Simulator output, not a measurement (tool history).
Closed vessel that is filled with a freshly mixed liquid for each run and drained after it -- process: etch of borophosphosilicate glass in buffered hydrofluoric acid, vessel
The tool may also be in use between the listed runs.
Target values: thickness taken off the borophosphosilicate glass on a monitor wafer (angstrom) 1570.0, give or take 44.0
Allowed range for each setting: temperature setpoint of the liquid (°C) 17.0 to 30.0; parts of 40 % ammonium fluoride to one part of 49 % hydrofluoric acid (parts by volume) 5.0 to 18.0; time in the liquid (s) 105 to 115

run	hour	temperature setpoint of the liquid (°C)	parts of 40 % ammonium fluoride to one part of 49 % hydrofluoric acid (parts by volume)	time in the liquid (s)	thickness taken off the borophosphosilicate glass on a monitor wafer (angstrom)
1	0.0	22.0	11.0	105	2110.2
2	7.0	21.5	11.0	105	2061.7
3	8.9	21.5	11.0	115	2252.3
4	9.6	24.5	11.0	115	2660.6
5	12.5	23.5	11.5	115	2435.7
6	16.4	22.5	11.5	115	2305.4
7	22.4	21.5	11.5	115	2172.1
8	29.8	21.0	11.5	115	2122.9

4 candidate next runs follow, results not yet known. Just one meets every target within its allowed miss. Identify it.
A	37.2	24.5	10.5	115	?
B	37.2	17.5	11.5	105	?
C	37.2	21.0	9.0	105	?
D	37.2	20.0	6.5	115	?

move	thickness taken off the borophosphosilicate glass on a monitor wafer (angstrom)
A	2786.1
B	1583.4
C	2360.1
D	3441.7
A: its largest miss is bigger than the last run's
B: every result within its allowed miss
C: its largest miss is bigger than the last run's
D: its largest miss is bigger than the last run's
The right move is B.
